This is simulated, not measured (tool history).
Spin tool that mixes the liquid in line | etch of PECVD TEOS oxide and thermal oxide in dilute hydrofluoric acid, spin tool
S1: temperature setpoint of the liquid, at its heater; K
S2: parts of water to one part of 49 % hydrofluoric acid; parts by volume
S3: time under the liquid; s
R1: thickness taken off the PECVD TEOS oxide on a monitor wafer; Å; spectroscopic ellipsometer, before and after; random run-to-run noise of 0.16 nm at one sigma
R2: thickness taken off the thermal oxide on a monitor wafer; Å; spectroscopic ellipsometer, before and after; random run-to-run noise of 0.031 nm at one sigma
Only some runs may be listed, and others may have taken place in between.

Run 1, hour 0.0: S1 293.15 K, S2 165 parts by volume, S3 115 s. Result: R1 142.450 Å, R2 27.7300 Å.
Run 2, hour 6.8: S1 293.15 K, S2 165 parts by volume, S3 80 s. Result: R1 100.480 Å, R2 19.3040 Å.
Run 3, hour 8.7: S1 293.15 K, S2 165 parts by volume, S3 40 s. Result: R1 49.858 Å, R2 9.6063 Å.
Run 4, hour 12.5: S1 293.15 K, S2 120 parts by volume, S3 40 s. Result: R1 72.602 Å, R2 13.9870 Å.
Run 5, hour 13.8: S1 293.15 K, S2 85 parts by volume, S3 40 s. Result: R1 105.940 Å, R2 20.7540 Å.
Run 6, hour 18.1: S1 295.15 K, S2 75 parts by volume, S3 40 s. Result: R1 130.410 Å, R2 25.5560 Å.
Run 7, hour 20.4: S1 295.15 K, S2 75 parts by volume, S3 40 s. Result: R1 132.730 Å, R2 25.6190 Å.
Run 8, hour 22.4: S1 296.65 K, S2 75 parts by volume, S3 40 s. Result: R1 139.270 Å, R2 26.7740 Å.
Run 9, hour 31.4: S1 300.65 K, S2 35 parts by volume, S3 40 s. Result: R1 368.160 Å, R2 72.2640 Å.
Run 10, hour 38.0: S1 299.15 K, S2 35 parts by volume, S3 40 s. Result: R1 347.540 Å, R2 66.6820 Å.
Run 11, hour 43.1: S1 297.65 K, S2 35 parts by volume, S3 40 s. Result: R1 326.000 Å, R2 63.8730 Å.
Run 12, hour 51.2: S1 295.65 K, S2 35 parts by volume, S3 40 s. Result: R1 301.370 Å, R2 58.7820 Å.

Forecast run 13:
Run 13, hour 55.9: S1 294.15 K, S2 40 parts by volume, S3 40 s. Result: R1 ?, R2 ?.

{"run 13": {"R1": 243.57, "R2": 47.294}}

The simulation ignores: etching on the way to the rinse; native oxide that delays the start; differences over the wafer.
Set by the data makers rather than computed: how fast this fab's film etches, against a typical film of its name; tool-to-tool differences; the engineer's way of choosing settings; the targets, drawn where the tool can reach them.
